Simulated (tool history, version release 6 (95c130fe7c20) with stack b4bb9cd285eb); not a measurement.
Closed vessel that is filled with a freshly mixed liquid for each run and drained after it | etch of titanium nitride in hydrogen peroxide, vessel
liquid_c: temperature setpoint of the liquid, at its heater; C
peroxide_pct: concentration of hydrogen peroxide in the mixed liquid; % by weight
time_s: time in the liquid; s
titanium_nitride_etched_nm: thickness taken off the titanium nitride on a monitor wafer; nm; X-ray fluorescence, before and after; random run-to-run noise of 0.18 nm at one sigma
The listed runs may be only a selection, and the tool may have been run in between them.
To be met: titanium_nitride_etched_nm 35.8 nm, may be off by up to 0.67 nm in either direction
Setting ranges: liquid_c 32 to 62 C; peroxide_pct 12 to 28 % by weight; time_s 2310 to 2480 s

run	day	liquid_c	peroxide_pct	time_s	titanium_nitride_etched_nm
1	0	46	19	2310	42.03
2	0.121	45.5	19	2310	40.158
3	0.312	51	19	2310	60.624
4	0.596	51	21.5	2310	61.976
5	0.783	48.5	21.5	2310	51.844
6	0.988	47	21.5	2310	46.631
7	1.05	42.5	21.5	2310	33.18
8	1.188	43	21.5	2310	34.666

Exactly one of the 5 candidate moves below puts every result within its allowed miss. Which one?
A	1.325	42	20	2480	?
B	1.325	42.5	20.5	2330	?
C	1.325	43	17.5	2360	?
D	1.325	42.5	22	2460	?
E	1.325	41.5	22	2480	?

move	titanium_nitride_etched_nm
A	33.858
B	33.215
C	33.778
D	35.605
E	33.27
A: the biggest miss grows against the last run
B: the biggest miss grows against the last run
C: the biggest miss grows against the last run
D: each result inside its tolerance
E: the biggest miss grows against the last run
D is the move that brings every result within its allowed miss.
